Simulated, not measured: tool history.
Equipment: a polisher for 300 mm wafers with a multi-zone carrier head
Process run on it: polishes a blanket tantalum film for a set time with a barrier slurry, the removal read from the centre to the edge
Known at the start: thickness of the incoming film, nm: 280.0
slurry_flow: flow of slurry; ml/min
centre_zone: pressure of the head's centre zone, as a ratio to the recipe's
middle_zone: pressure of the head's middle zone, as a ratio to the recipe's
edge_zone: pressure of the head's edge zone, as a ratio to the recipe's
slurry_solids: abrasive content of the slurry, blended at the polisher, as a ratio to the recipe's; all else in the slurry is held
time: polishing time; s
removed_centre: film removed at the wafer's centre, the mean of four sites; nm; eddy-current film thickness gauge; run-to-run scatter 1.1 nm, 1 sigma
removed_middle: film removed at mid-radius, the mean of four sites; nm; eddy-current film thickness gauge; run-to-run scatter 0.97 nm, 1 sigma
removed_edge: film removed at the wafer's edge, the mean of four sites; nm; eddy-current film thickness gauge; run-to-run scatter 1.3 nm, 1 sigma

{"run": 1, "day": 0.0, "slurry_flow": 215, "centre_zone": 1.0, "middle_zone": 1.0, "edge_zone": 1.0, "slurry_solids": 1.0, "time": 49, "removed_centre": 73.748, "removed_middle": 71.718, "removed_edge": 76.945}
{"run": 2, "day": 0.288, "slurry_flow": 215, "centre_zone": 1.0, "middle_zone": 1.0, "edge_zone": 1.0, "slurry_solids": 0.85, "time": 49, "removed_centre": 71.666, "removed_middle": 69.355, "removed_edge": 71.745}
{"run": 3, "day": 0.367, "slurry_flow": 220, "centre_zone": 1.02, "middle_zone": 1.02, "edge_zone": 1.01, "slurry_solids": 0.9, "time": 49, "removed_centre": 73.232, "removed_middle": 73.053, "removed_edge": 75.425}
{"run": 4, "day": 0.575, "slurry_flow": 220, "centre_zone": 1.02, "middle_zone": 1.02, "edge_zone": 1.01, "slurry_solids": 0.9, "time": 41, "removed_centre": 61.528, "removed_middle": 60.054, "removed_edge": 62.44}
{"run": 5, "day": 0.95, "slurry_flow": 220, "centre_zone": 1.07, "middle_zone": 1.02, "edge_zone": 1.01, "slurry_solids": 0.9, "time": 41, "removed_centre": 65.141, "removed_middle": 61.09, "removed_edge": 63.255}
{"run": 6, "day": 1.146, "slurry_flow": 225, "centre_zone": 1.09, "middle_zone": 1.03, "edge_zone": 1.01, "slurry_solids": 1.0, "time": 42, "removed_centre": 69.354, "removed_middle": 63.766, "removed_edge": 66.386}
{"run": 7, "day": 1.517, "slurry_flow": 230, "centre_zone": 1.1, "middle_zone": 1.05, "edge_zone": 1.02, "slurry_solids": 1.05, "time": 43, "removed_centre": 70.925, "removed_middle": 68.394, "removed_edge": 68.912}
{"run": 8, "day": 1.775, "slurry_flow": 230, "centre_zone": 1.11, "middle_zone": 1.05, "edge_zone": 1.02, "slurry_solids": 1.1, "time": 44, "removed_centre": 76.212, "removed_middle": 69.037, "removed_edge": 71.215}
{"run": 9, "day": 1.896, "slurry_flow": 250, "centre_zone": 1.08, "middle_zone": 1.15, "edge_zone": 1.12, "slurry_solids": 1.35, "time": 48, "removed_centre": 82.548, "removed_middle": 86.38, "removed_edge": 82.657}

Forecast run 10:
{"run": 10, "day": 2.167, "slurry_flow": 250, "centre_zone": 1.09, "middle_zone": 1.14, "edge_zone": 1.12, "slurry_solids": 1.35, "time": 48, "removed_centre": "?", "removed_middle": "?", "removed_edge": "?"}

Logged for run 10: removed_centre 85.028 nm, removed_middle 86.424 nm, removed_edge 84.851 nm.
